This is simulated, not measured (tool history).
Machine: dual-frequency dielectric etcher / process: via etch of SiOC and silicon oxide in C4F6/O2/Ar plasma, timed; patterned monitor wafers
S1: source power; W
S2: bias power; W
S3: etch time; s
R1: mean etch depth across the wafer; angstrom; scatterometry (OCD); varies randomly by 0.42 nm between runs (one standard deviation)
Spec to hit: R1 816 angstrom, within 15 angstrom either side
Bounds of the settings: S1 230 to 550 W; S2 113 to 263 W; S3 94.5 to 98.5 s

run,hour,S1,S2,S3,R1
1,0,390,188,94.5,1039
2,2.8,460,188,94.5,1135.4
3,8.3,460,160,94.5,1070.1
4,9.8,460,178,94.5,1120.4
5,10.9,460,178,94.5,1115.8
6,11.5,460,178,94.5,1114.5
7,16.3,460,178,94.5,1115.7
8,20.5,460,178,94.5,1116.9
9,23.3,460,178,94.5,1121.1
10,27.8,400,173,94.5,1027.7
11,33.2,350,167,94.5,926.77
12,35.2,330,166,94.5,887.42
13,38.4,310,165,94.5,844.89

Which one of the following 4 next-run settings gets every result inside its allowed miss? There is exactly one.
A,41.6,310,174,96,?
B,41.6,300,163,96.5,?
C,41.6,310,159,97.5,?
D,41.6,290,163,95.5,?

move,R1
A,890.32
B,850.59
C,870.15
D,821.43
A: moves away from the targets compared with the last run
B: moves away from the targets compared with the last run
C: moves away from the targets compared with the last run
D: every result lands within tolerance
Answer: D
